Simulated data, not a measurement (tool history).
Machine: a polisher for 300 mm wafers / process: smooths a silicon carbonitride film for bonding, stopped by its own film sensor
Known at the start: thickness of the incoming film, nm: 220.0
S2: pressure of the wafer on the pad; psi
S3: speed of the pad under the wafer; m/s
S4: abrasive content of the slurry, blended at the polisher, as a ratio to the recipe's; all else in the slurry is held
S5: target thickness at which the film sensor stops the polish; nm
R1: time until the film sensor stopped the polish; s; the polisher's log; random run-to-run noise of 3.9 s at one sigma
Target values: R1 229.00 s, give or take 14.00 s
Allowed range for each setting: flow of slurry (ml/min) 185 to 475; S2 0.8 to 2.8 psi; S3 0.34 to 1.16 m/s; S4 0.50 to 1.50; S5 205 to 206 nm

Run 1, hour 0.0: flow of slurry (ml/min) 305, S2 1.8 psi, S3 0.74 m/s, S4 1.00, S5 205 nm. Result: R1 109.32 s.
Run 2, hour 5.3: flow of slurry (ml/min) 305, S2 1.5 psi, S3 0.68 m/s, S4 1.00, S5 205 nm. Result: R1 139.87 s.
Run 3, hour 12.9: flow of slurry (ml/min) 265, S2 1.5 psi, S3 0.68 m/s, S4 1.00, S5 205 nm. Result: R1 139.99 s.
Run 4, hour 17.3: flow of slurry (ml/min) 265, S2 1.6 psi, S3 0.68 m/s, S4 1.00, S5 205 nm. Result: R1 137.18 s.
Run 5, hour 22.9: flow of slurry (ml/min) 265, S2 1.6 psi, S3 0.78 m/s, S4 1.00, S5 205 nm. Result: R1 119.89 s.
Run 6, hour 30.4: flow of slurry (ml/min) 265, S2 1.4 psi, S3 0.72 m/s, S4 1.00, S5 205 nm. Result: R1 145.31 s.
Run 7, hour 38.1: flow of slurry (ml/min) 265, S2 1.2 psi, S3 0.70 m/s, S4 1.00, S5 205 nm. Result: R1 171.11 s.
Run 8, hour 42.3: flow of slurry (ml/min) 265, S2 1.1 psi, S3 0.68 m/s, S4 1.00, S5 205 nm. Result: R1 184.42 s.
Run 9, hour 46.8: flow of slurry (ml/min) 265, S2 1.0 psi, S3 0.68 m/s, S4 1.00, S5 205 nm. Result: R1 202.83 s.

Below are 5 possible settings for the next run. Only one of them brings all results inside the allowed miss of their targets. Which is it?
Run A, hour 51.3: flow of slurry (ml/min) 185, S2 1.2 psi, S3 0.66 m/s, S4 1.00, S5 206 nm. Result: R1 ?.
Run B, hour 51.3: flow of slurry (ml/min) 325, S2 1.1 psi, S3 0.64 m/s, S4 1.10, S5 206 nm. Result: R1 ?.
Run C, hour 51.3: flow of slurry (ml/min) 210, S2 1.0 psi, S3 0.68 m/s, S4 1.05, S5 206 nm. Result: R1 ?.
Run D, hour 51.3: flow of slurry (ml/min) 215, S2 1.1 psi, S3 0.82 m/s, S4 0.90, S5 206 nm. Result: R1 ?.
Run E, hour 51.3: flow of slurry (ml/min) 250, S2 1.3 psi, S3 0.54 m/s, S4 0.80, S5 205 nm. Result: R1 ?.

move      R1
   A  170.53
   B  167.04
   C  188.38
   D  162.73
   E  221.79
A: moves away from the targets compared with the last run
B: moves away from the targets compared with the last run
C: moves away from the targets compared with the last run
D: moves away from the targets compared with the last run
E: every result lands within tolerance
So the answer is move E, the one that meets all the targets.
